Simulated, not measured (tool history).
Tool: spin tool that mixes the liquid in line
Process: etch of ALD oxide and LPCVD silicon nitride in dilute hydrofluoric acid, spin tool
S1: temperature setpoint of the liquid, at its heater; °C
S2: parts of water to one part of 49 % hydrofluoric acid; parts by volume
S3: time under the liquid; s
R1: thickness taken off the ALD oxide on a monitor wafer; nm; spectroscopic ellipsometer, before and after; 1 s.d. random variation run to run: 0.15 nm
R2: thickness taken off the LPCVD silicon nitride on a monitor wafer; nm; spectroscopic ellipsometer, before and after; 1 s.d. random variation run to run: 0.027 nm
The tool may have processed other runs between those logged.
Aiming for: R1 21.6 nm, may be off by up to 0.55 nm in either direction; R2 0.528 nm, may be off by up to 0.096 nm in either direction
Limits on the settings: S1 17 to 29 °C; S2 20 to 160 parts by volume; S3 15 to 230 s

run 1 hour=0 | S1=21 S2=90 S3=120 | R1=25.844 R2=0.67625
run 2 hour=7.4 | S1=20 S2=90 S3=120 | R1=25.214 R2=0.64366
run 3 hour=9.2 | S1=20 S2=110 S3=120 | R1=20.079 R2=0.52876
run 4 hour=15 | S1=20 S2=110 S3=85 | R1=14.235 R2=0.3449
run 5 hour=18.2 | S1=21.5 S2=105 S3=85 | R1=16.155 R2=0.39161
run 6 hour=26.5 | S1=20 S2=105 S3=85 | R1=15.034 R2=0.3825
run 7 hour=31.7 | S1=22 S2=105 S3=85 | R1=16.356 R2=0.40355
run 8 hour=36.3 | S1=24 S2=105 S3=85 | R1=17.744 R2=0.43593
run 9 hour=38.3 | S1=25 S2=105 S3=85 | R1=18.285 R2=0.56434
run 10 hour=43.3 | S1=24.5 S2=100 S3=85 | R1=19.128 R2=0.52721
run 11 hour=48.1 | S1=24.5 S2=95 S3=85 | R1=19.998 R2=0.51961
run 12 hour=55.4 | S1=25 S2=95 S3=85 | R1=20.699 R2=0.60299

Exactly one of the 4 candidate moves below puts every result within its allowed miss. Which one?
run A hour=62.7 | S1=26.5 S2=125 S3=100 | R1=? R2=?
run B hour=62.7 | S1=20.5 S2=90 S3=100 | R1=? R2=?
run C hour=62.7 | S1=26.5 S2=100 S3=80 | R1=? R2=?
run D hour=62.7 | S1=28.5 S2=115 S3=90 | R1=? R2=?

move=A R1=18.72 R2=0.55178
move=B R1=21.384 R2=0.51355
move=C R1=19.328 R2=0.5513
move=D R1=20.006 R2=0.61283
A: moves away from the targets compared with the last run
B: every result lands within tolerance
C: moves away from the targets compared with the last run
D: moves away from the targets compared with the last run
So the answer is move B, the one that meets all the targets.
